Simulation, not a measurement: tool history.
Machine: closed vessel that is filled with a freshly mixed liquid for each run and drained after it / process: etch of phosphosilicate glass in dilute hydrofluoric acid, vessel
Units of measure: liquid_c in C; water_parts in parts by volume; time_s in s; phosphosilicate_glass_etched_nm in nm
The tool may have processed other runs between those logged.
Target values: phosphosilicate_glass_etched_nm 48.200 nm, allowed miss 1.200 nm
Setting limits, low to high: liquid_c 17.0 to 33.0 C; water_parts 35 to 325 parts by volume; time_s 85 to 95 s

run,hour,liquid_c,water_parts,time_s,phosphosilicate_glass_etched_nm
1,0.0,25.0,180,85,95.035
2,2.5,24.0,190,85,86.409
3,8.0,27.5,190,85,98.849
4,14.2,25.5,190,85,91.566
5,19.5,25.5,190,85,91.508
6,27.3,25.5,190,95,101.400
7,28.5,24.0,200,95,90.198
8,31.3,23.0,210,95,83.539
9,40.5,22.0,220,95,73.459
10,43.3,21.0,225,95,71.284
11,51.2,20.5,230,95,66.156
12,54.0,17.0,260,95,49.629

4 candidate next runs follow, results not yet known. Just one meets every target within its allowed miss. Identify it.
A,56.8,17.5,245,90,?
B,56.8,17.0,250,90,?
C,56.8,19.0,260,85,?
D,56.8,18.0,295,95,?

move,phosphosilicate_glass_etched_nm
A,52.661
B,50.394
C,48.971
D,45.047
A: misses by more than the last run did
B: misses by more than the last run did
C: all results in spec
D: the result that was furthest off in the last run now lies on the other side of its target
So the answer is move C, the one that meets all the targets.
